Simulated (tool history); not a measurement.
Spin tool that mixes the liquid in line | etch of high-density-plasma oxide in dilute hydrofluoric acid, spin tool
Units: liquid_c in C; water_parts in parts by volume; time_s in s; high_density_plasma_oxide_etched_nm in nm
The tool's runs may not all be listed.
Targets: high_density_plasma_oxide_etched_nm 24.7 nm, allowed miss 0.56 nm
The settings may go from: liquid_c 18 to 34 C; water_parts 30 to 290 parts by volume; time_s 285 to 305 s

| run | hour | liquid_c | water_parts | time_s | high_density_plasma_oxide_etched_nm |
|---|---|---|---|---|---|
| 1 | 0 | 26 | 160 | 285 | 13.21 |
| 2 | 2.7 | 26 | 160 | 305 | 14.284 |
| 3 | 8.2 | 26 | 160 | 285 | 13.268 |
| 4 | 15.6 | 24.5 | 160 | 285 | 12.521 |
| 5 | 17.3 | 24.5 | 215 | 285 | 8.6581 |
| 6 | 22.2 | 24.5 | 175 | 285 | 11.177 |
| 7 | 28 | 26 | 165 | 285 | 12.747 |
| 8 | 30.4 | 27 | 155 | 285 | 14.267 |
| 9 | 39.4 | 31 | 105 | 285 | 26.119 |
| 10 | 46.5 | 30.5 | 105 | 285 | 25.58 |
|  | 51.7 | thermometer replaced |
| 11 | 51.7 | 30 | 105 | 285 | 26.687 |

5 next moves are on the table. One of them brings every result within its allowed miss. Which?
| A | 56.9 | 29.5 | 110 | 285 | ? |
| B | 56.9 | 30.5 | 110 | 285 | ? |
| C | 56.9 | 29 | 110 | 305 | ? |
| D | 56.9 | 29.5 | 105 | 290 | ? |
| E | 56.9 | 31 | 110 | 285 | ? |

| move | high_density_plasma_oxide_etched_nm |
|---|---|
| A | 24.589 |
| B | 25.52 |
| C | 25.826 |
| D | 26.393 |
| E | 25.995 |
A: meets every target
B: nearer than the last run, and not there yet
C: nearer than the last run, and not there yet
D: nearer than the last run, and not there yet
E: nearer than the last run, and not there yet
Move A is the one to make.

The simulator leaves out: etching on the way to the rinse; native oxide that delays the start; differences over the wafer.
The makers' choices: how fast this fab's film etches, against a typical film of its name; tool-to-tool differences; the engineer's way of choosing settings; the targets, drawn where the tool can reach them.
